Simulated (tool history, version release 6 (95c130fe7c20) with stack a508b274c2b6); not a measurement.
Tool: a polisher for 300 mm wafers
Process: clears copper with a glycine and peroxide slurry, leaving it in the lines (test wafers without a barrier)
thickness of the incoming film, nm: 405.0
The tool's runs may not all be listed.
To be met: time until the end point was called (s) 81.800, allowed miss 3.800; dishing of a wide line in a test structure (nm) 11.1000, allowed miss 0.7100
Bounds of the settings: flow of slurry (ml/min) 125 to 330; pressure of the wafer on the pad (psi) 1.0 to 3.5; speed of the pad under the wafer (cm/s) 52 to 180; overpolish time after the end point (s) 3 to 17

run    day  flow of slurry (ml/min)  pressure of the wafer on the pad (psi)  speed of the pad under the wafer (cm/s)  overpolish time after the end point (s)  time until the end point was called (s)  dishing of a wide line in a test structure (nm)
  1  0.000                      210                                     2.2                                      116                                        9                                   89.885                                          28.0890
  2  0.117                      205                                     2.0                                      124                                        7                                   94.139                                          22.1680
  3  0.179                      205                                     2.0                                      124                                        6                                   92.050                                          19.6140
  4  0.258                      240                                     2.1                                      116                                        5                                   90.852                                          15.9310
  5  0.300                      265                                     2.1                                      114                                        4                                   92.712                                          12.4550
  6  0.396                      275                                     2.2                                      114                                        4                                   90.356                                          13.3320
  7  0.675                      290                                     2.3                                      112                                        4                                   90.197                                          13.6880
  8  0.742                      300                                     2.1                                      122                                        4                                   88.555                                          13.6630
  9  1.062                      330                                     1.5                                      154                                        3                                   88.249                                          10.0720

Which of these 5 next moves meets every target?
  A  1.383                      300                                     1.5                                      166                                        3                                        ?                                                ?
  B  1.383                      330                                     1.2                                      136                                        3                                        ?                                                ?
  C  1.383                      300                                     1.2                                      160                                        3                                        ?                                                ?
  D  1.383                      290                                     1.3                                      160                                        3                                        ?                                                ?
  E  1.383                      330                                     1.2                                      142                                        3                                        ?                                                ?

move  time until the end point was called (s)  dishing of a wide line in a test structure (nm)
   A                                   84.096                                          11.0610
   B                                  107.180                                           8.7407
   C                                   96.029                                           9.7157
   D                                   92.888                                          10.0390
   E                                  103.940                                           9.0034
A: meets every target
B: further off than the last run
C: further off than the last run
D: further off than the last run
E: further off than the last run
The right move is A.
